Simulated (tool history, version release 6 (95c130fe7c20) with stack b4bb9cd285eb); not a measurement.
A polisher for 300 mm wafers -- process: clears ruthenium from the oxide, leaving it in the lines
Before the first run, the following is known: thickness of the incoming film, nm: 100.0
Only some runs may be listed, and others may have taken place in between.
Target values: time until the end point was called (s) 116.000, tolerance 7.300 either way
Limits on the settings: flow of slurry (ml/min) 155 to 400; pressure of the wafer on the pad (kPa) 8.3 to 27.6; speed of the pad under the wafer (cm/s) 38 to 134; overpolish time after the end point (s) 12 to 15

run,hour,flow of slurry (ml/min),pressure of the wafer on the pad (kPa),speed of the pad under the wafer (cm/s),overpolish time after the end point (s),time until the end point was called (s)
1,0.0,255,17.9,86,15,85.748
2,7.4,255,17.9,86,15,81.095
3,10.5,255,22.1,86,15,67.426
4,16.9,255,20.7,84,15,75.108
5,23.7,210,20.7,84,15,79.119
6,26.1,210,20.7,84,12,73.753
7,33.3,210,20.7,84,12,74.785
8,39.6,210,19.3,82,12,83.392

Which single option among these 4 for the next run brings every result within its allowed miss of target? Just one does.
A,45.9,165,15.2,90,12,?
B,45.9,180,17.2,82,15,?
C,45.9,155,16.5,70,12,?
D,45.9,260,13.1,74,15,?

move,time until the end point was called (s)
A,99.359
B,93.910
C,115.590
D,127.200
A: nearer the targets than the last run, but a result is still out of spec
B: nearer the targets than the last run, but a result is still out of spec
C: all results land within tolerance of their targets
D: moves the result that the last run missed by most past its target, out the other side
Correct choice: C, which meets every target

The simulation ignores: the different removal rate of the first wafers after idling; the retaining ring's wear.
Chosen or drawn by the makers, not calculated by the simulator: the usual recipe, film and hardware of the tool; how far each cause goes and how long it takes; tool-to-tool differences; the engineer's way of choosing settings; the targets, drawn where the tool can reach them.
